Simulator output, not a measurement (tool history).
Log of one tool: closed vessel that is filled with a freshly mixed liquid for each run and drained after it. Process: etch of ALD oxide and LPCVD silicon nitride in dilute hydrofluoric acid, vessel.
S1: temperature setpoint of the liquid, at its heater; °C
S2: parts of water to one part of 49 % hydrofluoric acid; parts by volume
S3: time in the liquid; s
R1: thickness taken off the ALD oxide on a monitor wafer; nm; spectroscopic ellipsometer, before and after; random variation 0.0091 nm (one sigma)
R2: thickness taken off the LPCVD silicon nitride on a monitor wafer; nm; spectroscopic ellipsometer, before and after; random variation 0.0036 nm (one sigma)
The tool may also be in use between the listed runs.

| run | day | S1 | S2 | S3 | R1 | R2 |
|---|---|---|---|---|---|---|
| 1 | 0 | 21 | 170 | 110 | 10.992 | 0.21383 |
| 2 | 0.371 | 24 | 170 | 110 | 12.252 | 0.29268 |
| 3 | 0.742 | 24 | 170 | 65 | 7.2696 | 0.19077 |
| 4 | 1.121 | 26.5 | 170 | 65 | 8.0041 | 0.2006 |
| 5 | 1.175 | 26.5 | 225 | 65 | 5.6932 | 0.15041 |
| 6 | 1.438 | 23.5 | 250 | 60 | 4.1312 | 0.085518 |

The next listed run, before its measurement:
| 7 | 1.729 | 22.5 | 265 | 55 | ? | ? |

R1: 3.3677 nm
R2: 0.080956 nm

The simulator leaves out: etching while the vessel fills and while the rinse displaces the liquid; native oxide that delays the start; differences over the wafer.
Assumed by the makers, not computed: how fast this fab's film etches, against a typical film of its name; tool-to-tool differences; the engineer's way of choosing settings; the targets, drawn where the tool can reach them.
